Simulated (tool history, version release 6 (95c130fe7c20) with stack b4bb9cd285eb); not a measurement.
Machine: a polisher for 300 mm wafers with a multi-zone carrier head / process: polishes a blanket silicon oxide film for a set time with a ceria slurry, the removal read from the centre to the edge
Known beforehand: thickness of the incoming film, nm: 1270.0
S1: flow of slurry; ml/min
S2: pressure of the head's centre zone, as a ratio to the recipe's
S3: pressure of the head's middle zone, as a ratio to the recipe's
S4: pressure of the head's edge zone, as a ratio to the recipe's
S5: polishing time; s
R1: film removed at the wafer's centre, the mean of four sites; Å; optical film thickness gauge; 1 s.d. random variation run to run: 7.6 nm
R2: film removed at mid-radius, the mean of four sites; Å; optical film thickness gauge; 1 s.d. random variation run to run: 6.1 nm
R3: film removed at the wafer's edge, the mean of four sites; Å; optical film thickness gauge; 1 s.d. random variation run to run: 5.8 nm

run	hour	S1	S2	S3	S4	S5	R1	R2	R3
1	0.0	300	1.00	1.00	1.00	58	3674.7	3569.1	3442.2
2	4.2	305	1.03	1.04	1.02	63	4098.3	3971.6	3798.5
3	11.8	305	1.03	0.97	1.02	63	4050.7	3752.7	3781.4
4	12.5	310	1.05	1.02	1.02	67	4415.9	4177.7	4079.8
5	17.8	310	1.05	1.02	0.95	67	4457.5	4189.6	3985.1
6	23.7	315	1.06	1.05	0.96	70	4685.9	4429.6	4076.4
7	26.5	315	1.06	1.07	0.98	73	4790.3	4755.9	4442.6

Run 8 has not been measured yet. What should we expect?
8	27.9	320	1.08	1.09	0.98	74	?	?	?

R1: 4997.3 Å
R2: 4925.0 Å
R3: 4399.2 Å
